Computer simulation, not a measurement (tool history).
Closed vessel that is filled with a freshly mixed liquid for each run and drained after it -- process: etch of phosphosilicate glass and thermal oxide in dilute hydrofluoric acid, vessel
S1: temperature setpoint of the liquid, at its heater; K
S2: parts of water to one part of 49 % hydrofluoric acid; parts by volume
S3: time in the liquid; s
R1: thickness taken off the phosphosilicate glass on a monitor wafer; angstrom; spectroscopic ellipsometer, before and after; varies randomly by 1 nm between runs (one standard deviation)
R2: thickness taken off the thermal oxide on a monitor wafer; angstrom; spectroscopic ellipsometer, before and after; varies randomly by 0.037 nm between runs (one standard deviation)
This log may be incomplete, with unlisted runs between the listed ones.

run  hour      S1  S2  S3      R1      R2
  1     0  294.15  45  60   796.1  59.647
  2   3.1  291.15  45  60   698.8  53.112
  3  12.4  290.15  45  60  688.85   50.84
  4  14.7  290.15  45  60  675.36  50.859
  5  19.1  291.15  45  60  724.09  52.905
  6  25.3  291.15  45  40  472.27  35.366

Run 7, settings as shown, results not yet in. Your forecast:
  7  34.2  292.15  45  40   ?   ?

R1: 503.55 angstrom
R2: 36.662 angstrom
